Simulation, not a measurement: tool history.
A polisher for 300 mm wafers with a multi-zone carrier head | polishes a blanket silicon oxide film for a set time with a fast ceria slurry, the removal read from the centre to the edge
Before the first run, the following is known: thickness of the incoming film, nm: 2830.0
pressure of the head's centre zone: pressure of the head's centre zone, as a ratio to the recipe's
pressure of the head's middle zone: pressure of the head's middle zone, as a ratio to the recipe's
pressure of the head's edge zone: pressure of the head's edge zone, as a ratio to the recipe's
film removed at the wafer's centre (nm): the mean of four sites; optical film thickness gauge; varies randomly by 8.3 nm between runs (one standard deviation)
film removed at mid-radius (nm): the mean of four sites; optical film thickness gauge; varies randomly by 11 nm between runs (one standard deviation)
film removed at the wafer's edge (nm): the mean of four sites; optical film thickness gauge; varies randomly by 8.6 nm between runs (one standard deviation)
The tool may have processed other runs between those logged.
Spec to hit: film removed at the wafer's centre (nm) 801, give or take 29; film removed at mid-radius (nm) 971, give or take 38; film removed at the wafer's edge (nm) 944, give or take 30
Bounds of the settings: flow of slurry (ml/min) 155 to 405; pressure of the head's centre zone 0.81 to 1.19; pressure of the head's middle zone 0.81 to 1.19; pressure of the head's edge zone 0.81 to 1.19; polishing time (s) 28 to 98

run,hour,flow of slurry (ml/min),pressure of the head's centre zone,pressure of the head's middle zone,pressure of the head's edge zone,polishing time (s),film removed at the wafer's centre (nm),film removed at mid-radius (nm),film removed at the wafer's edge (nm)
1,0,260,1,1,1,63,645.88,613.74,603.39
2,1.8,285,1,1,1,63,642.92,629.5,615.37
3,6.3,285,1,1,1,70,715.41,706.95,681.66
4,8,310,1,1,1,70,725.32,692.71,677.26
5,13.7,305,0.98,1.01,1.02,73,734.28,729.97,725.26
6,16.7,330,0.98,1.01,1.02,73,739.94,741.21,729.95
7,21.4,330,0.97,1.03,1.04,75,747.95,775.31,735.97
8,28.2,330,0.95,1.03,1.05,77,736.17,795.9,766.97
9,34,330,0.94,1.03,1.06,79,766.25,829.93,806.49
10,35.7,330,0.93,1.03,1.07,80,765.2,834.42,812.73
11,37.9,330,0.92,1.03,1.08,81,771,842.83,820.32
12,39.7,330,0.83,1.07,1.18,90,765.22,949.47,963.33

4 next moves are on the table. One of them brings every result within its allowed miss. Which?
A,41.5,335,0.84,1.05,1.1,92,?,?,?
B,41.5,285,0.91,0.88,1.19,97,?,?,?
C,41.5,280,0.86,1.01,1.19,95,?,?,?
D,41.5,360,0.86,1.08,1.14,98,?,?,?

move,film removed at the wafer's centre (nm),film removed at mid-radius (nm),film removed at the wafer's edge (nm)
A,805.23,962.37,940.77
B,902.86,860.31,1022.4
C,834.19,943.84,998.06
D,884.72,1056.6,1025.2
A: each result inside its tolerance
B: takes the result that was furthest off past its target
C: takes the result that was furthest off past its target
D: takes the result that was furthest off past its target
A is the move that brings every result within its allowed miss.

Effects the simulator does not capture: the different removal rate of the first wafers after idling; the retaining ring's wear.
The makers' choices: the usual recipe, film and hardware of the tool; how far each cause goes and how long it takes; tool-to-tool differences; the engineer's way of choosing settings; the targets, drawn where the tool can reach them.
